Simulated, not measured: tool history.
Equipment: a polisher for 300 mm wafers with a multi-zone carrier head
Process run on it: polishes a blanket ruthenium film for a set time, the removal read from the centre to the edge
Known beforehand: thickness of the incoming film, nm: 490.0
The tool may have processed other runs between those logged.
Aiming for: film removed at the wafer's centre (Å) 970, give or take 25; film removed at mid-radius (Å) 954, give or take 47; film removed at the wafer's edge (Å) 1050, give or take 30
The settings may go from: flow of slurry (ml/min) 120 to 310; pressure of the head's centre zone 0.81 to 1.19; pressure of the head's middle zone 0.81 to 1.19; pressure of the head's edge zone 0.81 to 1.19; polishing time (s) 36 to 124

run,hour,flow of slurry (ml/min),pressure of the head's centre zone,pressure of the head's middle zone,pressure of the head's edge zone,polishing time (s),film removed at the wafer's centre (Å),film removed at mid-radius (Å),film removed at the wafer's edge (Å)
1,0,200,1,1,1,79,748.79,796.54,797.42
2,6.6,225,1,1,1,79,757.18,814.96,815.32
3,12.4,235,1.02,1,1.03,81,809.04,849.41,851.34
4,13.8,260,1.02,1,1.03,81,810.66,845.53,847.92
5,14.5,260,1.11,1,1.03,81,866.18,844.83,854.89
6,20.3,260,1.11,1,0.96,81,867.96,845.79,832.77
7,27,255,1.1,0.99,0.99,84,884.36,885.12,869.97
# hour 33.7: centre zone pressure recalibrated
8,33.7,255,1.09,0.97,1.02,86,954.41,870.81,896.93
9,41.2,255,1.09,0.97,1.02,86,950.53,866.34,898.24
10,47.2,255,1.06,0.97,1.05,87,927.87,889.2,922.3

Consider the 5 candidate settings below. Which is the only one whose results all fall within their allowed miss of target?
A,53.2,285,0.94,0.99,1.15,101,?,?,?
B,53.2,230,1,0.85,1.17,102,?,?,?
C,53.2,210,1,1.05,1.11,104,?,?,?
D,53.2,270,0.96,0.94,1.13,95,?,?,?
E,53.2,260,1.1,0.96,1.15,94,?,?,?

move,film removed at the wafer's centre (Å),film removed at mid-radius (Å),film removed at the wafer's edge (Å)
A,1019.8,1055.6,1137.7
B,1047.1,958.01,1138.5
C,1053.4,1080.6,1117
D,967.59,959.58,1056.2
E,1055.4,955.64,1050.9
A: the result that was furthest off in the last run now lies on the other side of its target
B: the result that was furthest off in the last run now lies on the other side of its target
C: the result that was furthest off in the last run now lies on the other side of its target
D: every result lands within tolerance
E: meets the target for the result that was furthest off, but another lies outside its allowed miss
D meets every target.
